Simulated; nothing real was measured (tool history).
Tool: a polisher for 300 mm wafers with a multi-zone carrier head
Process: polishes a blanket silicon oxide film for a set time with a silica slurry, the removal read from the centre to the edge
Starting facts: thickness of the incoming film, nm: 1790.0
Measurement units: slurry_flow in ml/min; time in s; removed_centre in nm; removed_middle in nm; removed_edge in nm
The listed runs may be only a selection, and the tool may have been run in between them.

run	hour	slurry_flow	centre_zone	middle_zone	edge_zone	slurry_solids	time	removed_centre	removed_middle	removed_edge
1	0	190	1	1	1	1	61	293.22	307.63	315.36
2	2.4	190	0.94	1	1	1	61	279.84	304.27	313.2
3	9.1	225	0.94	1	1	1	61	284.04	302.86	319.62
4	16.3	225	0.94	1	1	0.85	61	263.71	277.6	291.36
# hour 18.5: edge zone pressure recalibrated
5	18.5	225	0.94	1	1.04	0.85	61	262.16	277.86	280.79
6	22.8	225	0.94	1	1.04	0.85	71	300.08	326.79	326.61

Forecast run 7:
7	28.8	200	1	0.95	0.94	0.6	62	?	?	?

removed_centre: 212.2 nm
removed_middle: 206.7 nm
removed_edge: 206.06 nm

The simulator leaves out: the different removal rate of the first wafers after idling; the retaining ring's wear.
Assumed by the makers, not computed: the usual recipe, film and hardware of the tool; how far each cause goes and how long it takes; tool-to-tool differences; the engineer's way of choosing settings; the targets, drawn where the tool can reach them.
